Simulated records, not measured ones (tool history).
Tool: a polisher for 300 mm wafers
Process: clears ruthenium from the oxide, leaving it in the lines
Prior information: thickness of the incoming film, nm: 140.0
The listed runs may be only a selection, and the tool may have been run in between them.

| run | hour | flow of slurry (ml/min) | pressure of the wafer on the pad (kPa) | speed of the pad under the wafer (cm/s) | overpolish time after the end point (s) | time until the end point was called (s) |
|---|---|---|---|---|---|---|
| 1 | 0.0 | 245 | 17.9 | 78 | 24 | 139.010 |
| 2 | 3.4 | 245 | 17.9 | 68 | 24 | 158.870 |
| 3 | 10.8 | 245 | 17.9 | 88 | 24 | 121.440 |
| 4 | 16.1 | 245 | 17.9 | 96 | 24 | 112.000 |
| 5 | 16.7 | 245 | 17.9 | 96 | 24 | 113.200 |
| 6 | 17.6 | 245 | 14.5 | 96 | 24 | 131.770 |
| 7 | 26.4 | 245 | 15.9 | 96 | 24 | 122.910 |
| 8 | 28.8 | 245 | 17.2 | 96 | 24 | 116.200 |
| 9 | 32.2 | 245 | 17.9 | 96 | 24 | 112.840 |
| 10 | 39.2 | 245 | 18.6 | 96 | 24 | 110.230 |
| 11 | 41.9 | 245 | 19.3 | 96 | 24 | 105.880 |
| 12 | 46.7 | 245 | 20.0 | 96 | 24 | 102.300 |
| 13 | 48.9 | 245 | 20.7 | 96 | 24 | 102.320 |
| 14 | 53.8 | 245 | 20.7 | 96 | 24 | 100.650 |

Estimate the outcome of run 15 from the log above:
| 15 | 60.0 | 245 | 21.4 | 96 | 24 | ? |

For run 15 the tool returned time until the end point was called (s) 98.551.
